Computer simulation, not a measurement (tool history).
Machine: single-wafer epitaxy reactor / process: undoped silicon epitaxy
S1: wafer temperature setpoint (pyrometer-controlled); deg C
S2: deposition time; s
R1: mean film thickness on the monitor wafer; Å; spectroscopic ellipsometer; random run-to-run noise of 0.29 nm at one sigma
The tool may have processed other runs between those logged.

{"run": 1, "hour": 0.0, "S1": 650, "S2": 441, "R1": 696.43}
{"run": 2, "hour": 7.6, "S1": 650, "S2": 471, "R1": 747.69}
{"run": 3, "hour": 8.8, "S1": 651, "S2": 471, "R1": 759.99}
{"run": 4, "hour": 17.7, "S1": 651, "S2": 422, "R1": 684.29}
{"run": 5, "hour": 26.7, "S1": 645, "S2": 422, "R1": 607.49}
{"run": 6, "hour": 32.9, "S1": 648, "S2": 423, "R1": 646.69}

Estimate the outcome of run 7 from the log above:
{"run": 7, "hour": 36.8, "S1": 650, "S2": 423, "R1": "?"}

{"run 7": {"R1": 673.76}}
